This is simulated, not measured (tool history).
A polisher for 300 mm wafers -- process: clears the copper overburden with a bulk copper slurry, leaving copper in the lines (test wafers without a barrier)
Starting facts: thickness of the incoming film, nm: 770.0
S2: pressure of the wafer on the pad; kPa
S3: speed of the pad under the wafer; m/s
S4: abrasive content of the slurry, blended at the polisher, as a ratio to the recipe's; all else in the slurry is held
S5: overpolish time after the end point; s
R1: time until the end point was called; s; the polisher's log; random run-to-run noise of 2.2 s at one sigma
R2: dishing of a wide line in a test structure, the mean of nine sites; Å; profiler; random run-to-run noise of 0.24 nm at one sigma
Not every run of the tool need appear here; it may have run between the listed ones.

run 1 hour=0 | flow_of_slurry_(ml/min)=140 S2=22.8 S3=1.08 S4=1 S5=17 | R1=59.041 R2=620.37
run 2 hour=7.5 | flow_of_slurry_(ml/min)=140 S2=22.8 S3=0.86 S4=1 S5=17 | R1=69.78 R2=580.86
run 3 hour=10.2 | flow_of_slurry_(ml/min)=135 S2=20 S3=0.76 S4=0.95 S5=14 | R1=86.123 R2=515.84
run 4 hour=15.5 | flow_of_slurry_(ml/min)=125 S2=17.9 S3=0.7 S4=0.85 S5=12 | R1=101.86 R2=435.56
run 5 hour=21.5 | flow_of_slurry_(ml/min)=125 S2=17.9 S3=0.7 S4=0.85 S5=7 | R1=98.888 R2=315.18
run 6 hour=25.4 | flow_of_slurry_(ml/min)=125 S2=22.1 S3=0.7 S4=0.85 S5=7 | R1=85.993 R2=351.39
run 7 hour=30 | flow_of_slurry_(ml/min)=115 S2=19.3 S3=0.72 S4=0.75 S5=7 | R1=95.348 R2=324.56
run 8 hour=33.2 | flow_of_slurry_(ml/min)=85 S2=12.4 S3=0.68 S4=0.5 S5=5 | R1=147.29 R2=178.71
run 9 hour=40.7 | flow_of_slurry_(ml/min)=85 S2=12.4 S3=0.68 S4=0.5 S5=5 | R1=150.71 R2=178.36
run 10 hour=41.7 | flow_of_slurry_(ml/min)=95 S2=12.4 S3=0.68 S4=0.5 S5=5 | R1=146.5 R2=179.99

For run 11, what comes out?
run 11 hour=42.9 | flow_of_slurry_(ml/min)=105 S2=12.4 S3=0.66 S4=0.55 S5=5 | R1=? R2=?

Run 11 came out at R1 144.5 s, R2 180.63 Å.

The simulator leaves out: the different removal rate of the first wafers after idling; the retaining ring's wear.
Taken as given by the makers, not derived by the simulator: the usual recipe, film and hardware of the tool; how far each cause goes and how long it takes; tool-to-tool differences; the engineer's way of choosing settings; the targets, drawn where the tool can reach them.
